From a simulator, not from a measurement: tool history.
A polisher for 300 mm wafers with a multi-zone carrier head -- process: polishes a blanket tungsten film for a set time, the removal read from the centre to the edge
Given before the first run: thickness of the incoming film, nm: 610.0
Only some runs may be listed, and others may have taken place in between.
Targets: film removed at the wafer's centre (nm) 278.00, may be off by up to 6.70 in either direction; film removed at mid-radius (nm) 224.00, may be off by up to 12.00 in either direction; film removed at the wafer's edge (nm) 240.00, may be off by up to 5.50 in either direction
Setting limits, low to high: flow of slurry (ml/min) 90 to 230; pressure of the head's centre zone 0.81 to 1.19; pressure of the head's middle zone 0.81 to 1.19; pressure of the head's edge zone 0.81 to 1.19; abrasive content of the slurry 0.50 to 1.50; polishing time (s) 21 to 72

run  hour  flow of slurry (ml/min)  pressure of the head's centre zone  pressure of the head's middle zone  pressure of the head's edge zone  abrasive content of the slurry  polishing time (s)  film removed at the wafer's centre (nm)  film removed at mid-radius (nm)  film removed at the wafer's edge (nm)
  1   0.0                      150                                1.00                                1.00                              1.00                            1.00                  46                                   184.65                           190.30                                 189.02
  2   1.2                      150                                1.00                                1.00                              1.07                            1.00                  46                                   186.19                           190.70                                 197.32
  3   8.1                      150                                1.00                                1.00                              1.03                            1.00                  46                                   184.37                           186.80                                 193.54
  4  11.8                      150                                1.00                                1.00                              1.09                            1.00                  46                                   184.52                           186.30                                 199.38
  5  14.2                      150                                1.00                                1.00                              1.09                            0.85                  46                                   179.98                           184.27                                 191.64
  6  19.5                      150                                1.00                                1.00                              1.09                            0.70                  46                                   176.48                           180.71                                 187.38
  7  24.1                      170                                1.06                                1.00                              1.10                            0.90                  47                                   203.13                           185.90                                 201.03
  8  28.2                      180                                1.10                                1.04                              1.11                            1.05                  48                                   222.93                           212.99                                 213.62
  9  32.9                      190                                1.13                                1.02                              1.11                            1.15                  48                                   234.06                           210.64                                 218.63
 10  41.9                      200                                1.15                                1.01                              1.10                            1.25                  49                                   245.53                           211.38                                 229.07
 11  47.0                      225                                1.19                                1.01                              1.00                            1.30                  53                                   286.79                           238.15                                 238.67
 12  52.2                      220                                1.19                                1.00                              1.01                            1.30                  53                                   281.45                           240.72                                 240.48
 13  53.3                      225                                1.19                                0.97                              1.01                            1.30                  53                                   284.81                           232.54                                 241.40

Exercise: of the 5 proposed moves below, exactly one satisfies all targets within the stated allowed misses. Which move is it?
  A  54.4                      230                                1.18                                1.09                              0.91                            1.40                  51                                        ?                                ?                                      ?
  B  54.4                      220                                1.13                                1.15                              0.90                            1.35                  52                                        ?                                ?                                      ?
  C  54.4                      165                                1.19                                0.95                              1.05                            1.30                  54                                        ?                                ?                                      ?
  D  54.4                      225                                1.12                                0.83                              0.99                            1.50                  50                                        ?                                ?                                      ?
  E  54.4                      230                                1.19                                0.95                              0.96                            1.30                  51                                        ?                                ?                                      ?

move  film removed at the wafer's centre (nm)  film removed at mid-radius (nm)  film removed at the wafer's edge (nm)
   A                                   275.67                           251.81                                 223.36
   B                                   265.97                           265.57                                 223.99
   C                                   273.90                           222.32                                 239.80
   D                                   258.76                           198.50                                 230.44
   E                                   274.00                           221.15                                 226.00
A: puts the biggest miss on target and leaves a different result outside tolerance
B: moves the result that the last run missed by most past its target, out the other side
C: every result within its allowed miss
D: moves the result that the last run missed by most past its target, out the other side
E: puts the biggest miss on target and leaves a different result outside tolerance
Move C is the one to make.
